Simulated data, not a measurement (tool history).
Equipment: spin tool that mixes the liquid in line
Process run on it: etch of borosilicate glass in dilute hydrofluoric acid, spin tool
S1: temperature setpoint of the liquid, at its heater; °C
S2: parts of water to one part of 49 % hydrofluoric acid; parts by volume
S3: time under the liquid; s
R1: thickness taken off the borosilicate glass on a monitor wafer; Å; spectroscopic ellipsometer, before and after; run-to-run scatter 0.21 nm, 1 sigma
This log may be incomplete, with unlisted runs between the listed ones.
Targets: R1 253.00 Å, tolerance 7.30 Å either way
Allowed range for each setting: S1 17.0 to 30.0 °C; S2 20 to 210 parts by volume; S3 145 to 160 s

run,hour,S1,S2,S3,R1
1,0.0,22.0,115,145,400.64
2,4.7,22.0,115,145,392.20
3,12.3,21.0,120,145,368.70
4,14.4,21.0,145,145,297.97
5,18.0,20.0,145,145,286.98
6,26.6,20.0,145,160,314.49
7,33.7,19.5,150,160,295.48
8,42.6,19.0,150,160,288.86
# hour 50.4: hydrofluoric acid flow meter replaced
9,50.4,17.0,155,160,221.24
10,52.8,17.5,155,160,230.98
11,54.4,18.0,155,160,236.24
12,56.5,18.5,155,160,236.67
13,61.4,19.0,155,160,243.94
14,67.1,19.0,155,160,241.29

Pick the move, out of 4, that brings all results within their allowed miss; only one does.
A,72.8,19.5,170,160,?
B,72.8,18.5,140,160,?
C,72.8,17.5,145,155,?
D,72.8,22.5,155,145,?

move,R1
A,222.46
B,267.50
C,239.01
D,252.57
A: its largest miss is bigger than the last run's
B: pushes the last run's worst result past its target
C: its largest miss is bigger than the last run's
D: every result within its allowed miss
So the answer is move D, the one that meets all the targets.
